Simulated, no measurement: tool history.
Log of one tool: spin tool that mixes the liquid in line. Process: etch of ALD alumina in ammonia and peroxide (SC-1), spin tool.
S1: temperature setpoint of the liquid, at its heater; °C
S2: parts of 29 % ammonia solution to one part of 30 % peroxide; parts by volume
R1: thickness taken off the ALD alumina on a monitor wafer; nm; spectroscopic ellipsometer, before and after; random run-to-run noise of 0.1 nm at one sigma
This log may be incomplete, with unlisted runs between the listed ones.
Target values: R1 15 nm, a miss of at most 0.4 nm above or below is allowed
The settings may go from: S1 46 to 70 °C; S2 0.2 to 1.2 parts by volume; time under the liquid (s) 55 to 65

{"run": 1, "hour": 0.0, "S1": 62, "S2": 0.9, "time under the liquid (s)": 65, "R1": 12.07}
{"run": 2, "hour": 2.1, "S1": 62, "S2": 1.1, "time under the liquid (s)": 65, "R1": 12.394}
{"run": 3, "hour": 9.4, "S1": 63, "S2": 1.1, "time under the liquid (s)": 65, "R1": 12.92}
{"run": 4, "hour": 14.2, "S1": 64, "S2": 1.1, "time under the liquid (s)": 65, "R1": 13.763}
{"run": 5, "hour": 16.2, "S1": 64, "S2": 1.2, "time under the liquid (s)": 65, "R1": 13.808}
{"run": 6, "hour": 24.7, "S1": 64, "S2": 1.2, "time under the liquid (s)": 65, "R1": 13.818}
{"run": 7, "hour": 28.9, "S1": 64.5, "S2": 1.2, "time under the liquid (s)": 65, "R1": 14.03}
{"run": 8, "hour": 30.2, "S1": 65, "S2": 1.2, "time under the liquid (s)": 65, "R1": 14.63}

Which one of the following 4 next-run settings gets every result inside its allowed miss? There is exactly one.
{"run": "A", "hour": 31.5, "S1": 68, "S2": 1.15, "time under the liquid (s)": 55, "R1": "?"}
{"run": "B", "hour": 31.5, "S1": 65.5, "S2": 1.2, "time under the liquid (s)": 65, "R1": "?"}
{"run": "C", "hour": 31.5, "S1": 66, "S2": 1.2, "time under the liquid (s)": 60, "R1": "?"}
{"run": "D", "hour": 31.5, "S1": 64.5, "S2": 1.2, "time under the liquid (s)": 65, "R1": "?"}

move=A R1=14.337
move=B R1=15.05
move=C R1=14.239
move=D R1=14.321
A: moves away from the targets compared with the last run
B: hits every target within its allowed miss
C: moves away from the targets compared with the last run
D: moves away from the targets compared with the last run
So the answer is move B, the one that meets all the targets.

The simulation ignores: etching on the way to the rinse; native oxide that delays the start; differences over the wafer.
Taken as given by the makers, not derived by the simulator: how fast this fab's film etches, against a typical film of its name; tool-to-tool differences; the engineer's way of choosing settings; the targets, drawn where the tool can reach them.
